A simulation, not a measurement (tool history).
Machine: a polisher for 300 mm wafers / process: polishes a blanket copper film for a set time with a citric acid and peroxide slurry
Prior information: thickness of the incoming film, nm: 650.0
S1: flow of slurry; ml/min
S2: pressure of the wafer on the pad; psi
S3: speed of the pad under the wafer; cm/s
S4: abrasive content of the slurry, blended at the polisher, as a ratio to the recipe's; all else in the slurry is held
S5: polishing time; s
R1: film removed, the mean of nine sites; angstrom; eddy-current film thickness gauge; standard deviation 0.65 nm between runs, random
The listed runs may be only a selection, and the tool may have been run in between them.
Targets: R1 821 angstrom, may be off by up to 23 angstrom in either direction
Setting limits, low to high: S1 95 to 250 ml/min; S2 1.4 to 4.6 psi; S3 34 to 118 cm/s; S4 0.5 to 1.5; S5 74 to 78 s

run	hour	S1	S2	S3	S4	S5	R1
1	0	160	3	76	1	74	1485
2	2.8	155	2.7	76	1	74	1330.5
3	3.7	150	2.5	76	1	74	1205.2
4	8.9	145	2.4	76	1	74	1163.5
5	11.2	145	3	76	1	74	1439.4
6	13.7	115	3	76	1	74	1380.6
7	17.1	115	2.8	76	1	74	1280
8	23	115	2.6	76	1	74	1180.3
9	30.1	115	2.5	76	1	74	1149.8
10	34.8	115	2.4	76	1	74	1102
11	41	115	2.3	76	1	74	1052.9
12	43.3	115	2.2	76	1	74	1029.2
13	51.8	115	2.1	76	1	74	976.6
14	53.7	115	2.1	76	1	74	989.28
15	59.8	115	2	76	1	74	924.59
16	63.8	105	1.9	76	1	74	867.07

Pick the move, out of 5, that brings all results within their allowed miss; only one does.
A	67.8	125	1.8	76	0.85	78	?
B	67.8	115	1.6	90	1.15	78	?
C	67.8	120	1.8	86	0.95	74	?
D	67.8	115	1.7	80	0.95	74	?
E	67.8	130	2.2	68	0.95	74	?

move	R1
A	872
B	952.77
C	941.5
D	823.72
E	928.9
A: further off than the last run
B: further off than the last run
C: further off than the last run
D: every result within its allowed miss
E: further off than the last run
D meets every target.

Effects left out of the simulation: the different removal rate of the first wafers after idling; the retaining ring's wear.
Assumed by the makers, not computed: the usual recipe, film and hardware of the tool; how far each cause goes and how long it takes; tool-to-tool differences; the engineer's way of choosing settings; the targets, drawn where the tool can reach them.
